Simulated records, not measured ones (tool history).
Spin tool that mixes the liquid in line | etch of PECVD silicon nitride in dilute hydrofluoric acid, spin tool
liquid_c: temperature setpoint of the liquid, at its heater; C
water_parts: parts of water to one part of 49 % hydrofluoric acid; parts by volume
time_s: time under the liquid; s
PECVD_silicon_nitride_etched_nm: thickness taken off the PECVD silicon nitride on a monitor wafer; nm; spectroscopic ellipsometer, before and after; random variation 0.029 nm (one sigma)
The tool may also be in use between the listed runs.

| run | day | liquid_c | water_parts | time_s | PECVD_silicon_nitride_etched_nm |
|---|---|---|---|---|---|
| 1 | 0 | 22 | 155 | 95 | 1.391 |
| 2 | 0.138 | 22 | 155 | 95 | 1.3907 |
| 3 | 0.342 | 22 | 155 | 75 | 1.1169 |
| 4 | 0.4 | 22 | 155 | 95 | 1.4056 |
| 5 | 0.575 | 23 | 155 | 95 | 1.5082 |
| 6 | 0.633 | 23.5 | 155 | 95 | 1.5472 |
| 7 | 0.988 | 24.5 | 155 | 95 | 1.6806 |

The next listed run, before its measurement:
| 8 | 1.154 | 25 | 155 | 95 | ? |

PECVD_silicon_nitride_etched_nm: 1.7071 nm

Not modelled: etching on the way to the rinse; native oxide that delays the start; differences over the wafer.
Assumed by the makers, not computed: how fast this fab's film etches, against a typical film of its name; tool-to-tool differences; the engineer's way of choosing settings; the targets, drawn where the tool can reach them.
